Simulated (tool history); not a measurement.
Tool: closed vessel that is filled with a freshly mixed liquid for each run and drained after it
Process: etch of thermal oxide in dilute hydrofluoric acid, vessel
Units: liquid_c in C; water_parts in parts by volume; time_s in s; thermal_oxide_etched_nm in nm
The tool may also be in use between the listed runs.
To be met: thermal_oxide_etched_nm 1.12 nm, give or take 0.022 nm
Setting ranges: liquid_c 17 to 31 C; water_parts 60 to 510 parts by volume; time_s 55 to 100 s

{"run": 1, "hour": 0.0, "liquid_c": 23, "water_parts": 285, "time_s": 100, "thermal_oxide_etched_nm": 1.5221}
{"run": 2, "hour": 6.4, "liquid_c": 22.5, "water_parts": 285, "time_s": 100, "thermal_oxide_etched_nm": 1.4943}
{"run": 3, "hour": 12.7, "liquid_c": 22, "water_parts": 285, "time_s": 100, "thermal_oxide_etched_nm": 1.4719}
{"run": 4, "hour": 14.0, "liquid_c": 22, "water_parts": 285, "time_s": 55, "thermal_oxide_etched_nm": 0.79998}
{"run": 5, "hour": 18.7, "liquid_c": 24, "water_parts": 285, "time_s": 55, "thermal_oxide_etched_nm": 0.86612}
{"hour": 21.4, "done": "hydrofluoric acid flow meter replaced"}
{"run": 6, "hour": 21.4, "liquid_c": 22.5, "water_parts": 285, "time_s": 55, "thermal_oxide_etched_nm": 0.71663}
{"run": 7, "hour": 25.6, "liquid_c": 23, "water_parts": 285, "time_s": 55, "thermal_oxide_etched_nm": 0.72737}
{"run": 8, "hour": 30.7, "liquid_c": 22.5, "water_parts": 280, "time_s": 55, "thermal_oxide_etched_nm": 0.7239}

Below are 5 possible settings for the next run. Only one of them brings all results inside the allowed miss of their targets. Which is it?
{"run": "A", "hour": 35.8, "liquid_c": 24.5, "water_parts": 230, "time_s": 65, "thermal_oxide_etched_nm": "?"}
{"run": "B", "hour": 35.8, "liquid_c": 22.5, "water_parts": 280, "time_s": 90, "thermal_oxide_etched_nm": "?"}
{"run": "C", "hour": 35.8, "liquid_c": 21, "water_parts": 295, "time_s": 100, "thermal_oxide_etched_nm": "?"}
{"run": "D", "hour": 35.8, "liquid_c": 22.5, "water_parts": 270, "time_s": 85, "thermal_oxide_etched_nm": "?"}
{"run": "E", "hour": 35.8, "liquid_c": 23, "water_parts": 310, "time_s": 95, "thermal_oxide_etched_nm": "?"}

move=A thermal_oxide_etched_nm=1.1743
move=B thermal_oxide_etched_nm=1.1821
move=C thermal_oxide_etched_nm=1.1647
move=D thermal_oxide_etched_nm=1.169
move=E thermal_oxide_etched_nm=1.1149
A: takes the result that was furthest off past its target
B: takes the result that was furthest off past its target
C: takes the result that was furthest off past its target
D: takes the result that was furthest off past its target
E: each result inside its tolerance
E is the move that brings every result within its allowed miss.

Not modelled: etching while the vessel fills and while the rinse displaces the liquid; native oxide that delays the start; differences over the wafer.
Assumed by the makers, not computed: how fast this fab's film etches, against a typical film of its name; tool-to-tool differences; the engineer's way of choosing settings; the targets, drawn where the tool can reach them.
